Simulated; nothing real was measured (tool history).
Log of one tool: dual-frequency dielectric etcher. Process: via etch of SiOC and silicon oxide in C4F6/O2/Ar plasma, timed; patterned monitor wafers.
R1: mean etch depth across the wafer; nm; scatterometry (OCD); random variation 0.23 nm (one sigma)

Run 1, hour 0: source power (W) 310, bias power (W) 212, etch time (s) 109.5. Result: R1 111.73 nm.
Run 2, hour 3.7: source power (W) 300, bias power (W) 210, etch time (s) 109.5. Result: R1 110.45 nm.
Run 3, hour 12.5: source power (W) 300, bias power (W) 210, etch time (s) 114.5. Result: R1 115.3 nm.
Run 4, hour 21.4: source power (W) 300, bias power (W) 210, etch time (s) 114.5. Result: R1 115.3 nm.
Run 5, hour 25.4: source power (W) 280, bias power (W) 210, etch time (s) 114.5. Result: R1 111.05 nm.
Run 6, hour 33.4: source power (W) 280, bias power (W) 235, etch time (s) 114.5. Result: R1 114.55 nm.
Run 7, hour 41.1: source power (W) 270, bias power (W) 233, etch time (s) 114.5. Result: R1 112.28 nm.

Run 8 comes next. What will it give?
Run 8, hour 50: source power (W) 260, bias power (W) 231, etch time (s) 114.5. Result: R1 ?.

Run 8 gave R1 109.78 nm.

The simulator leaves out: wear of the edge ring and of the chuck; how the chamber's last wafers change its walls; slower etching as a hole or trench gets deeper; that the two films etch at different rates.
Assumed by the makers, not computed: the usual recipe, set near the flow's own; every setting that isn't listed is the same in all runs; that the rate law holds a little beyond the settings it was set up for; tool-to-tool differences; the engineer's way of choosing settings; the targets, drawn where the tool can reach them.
